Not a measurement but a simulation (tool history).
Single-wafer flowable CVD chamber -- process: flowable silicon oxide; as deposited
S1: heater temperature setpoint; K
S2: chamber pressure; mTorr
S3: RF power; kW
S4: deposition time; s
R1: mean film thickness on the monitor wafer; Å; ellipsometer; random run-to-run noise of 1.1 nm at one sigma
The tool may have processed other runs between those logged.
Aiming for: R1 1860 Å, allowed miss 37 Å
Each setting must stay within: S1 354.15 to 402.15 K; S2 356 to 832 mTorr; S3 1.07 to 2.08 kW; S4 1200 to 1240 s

run	hour	S1	S2	S3	S4	R1
1	0	378.15	594	1.575	1200	4037.3
2	3.2	382.15	594	1.575	1200	3511.3
3	11.3	382.15	637	1.575	1200	3716.2
4	13.6	382.15	588	1.575	1200	3454.9
5	22.3	393.15	588	1.575	1200	2366.2
6	24.6	393.15	588	1.43	1200	2275
7	30.6	394.15	588	1.43	1200	2235.9
8	38.1	401.15	587	1.43	1200	1810

Pick the move, out of 5, that brings all results within their allowed miss; only one does.
A	45.6	402.15	578	1.49	1200	?
B	45.6	399.15	534	1.48	1210	?
C	45.6	402.15	623	1.435	1210	?
D	45.6	401.15	586	1.425	1200	?
E	45.6	400.15	562	1.33	1210	?

move	R1
A	1763.7
B	1781.7
C	1884.8
D	1802.7
E	1745.8
A: misses by more than the last run did
B: misses by more than the last run did
C: in spec on every target
D: misses by more than the last run did
E: misses by more than the last run did
So the answer is move C, the one that meets all the targets.
